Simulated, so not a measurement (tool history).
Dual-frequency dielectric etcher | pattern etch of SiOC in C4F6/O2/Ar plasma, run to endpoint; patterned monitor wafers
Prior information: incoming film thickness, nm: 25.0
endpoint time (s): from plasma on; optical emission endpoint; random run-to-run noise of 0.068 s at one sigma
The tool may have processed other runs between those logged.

run,hour,bias power (kW),source power (kW),endpoint time (s)
1,0.0,0.438,0.380,9.0841
2,8.7,0.438,0.330,9.9198
3,14.6,0.499,0.330,9.5693
4,22.3,0.471,0.330,9.7997
5,23.9,0.459,0.320,9.9042
6,32.0,0.492,0.320,9.6557
7,34.8,0.476,0.310,9.9543

Forecast run 8:
8,37.5,0.465,0.310,?

{"run 8": {"endpoint time (s)": 9.9404}}
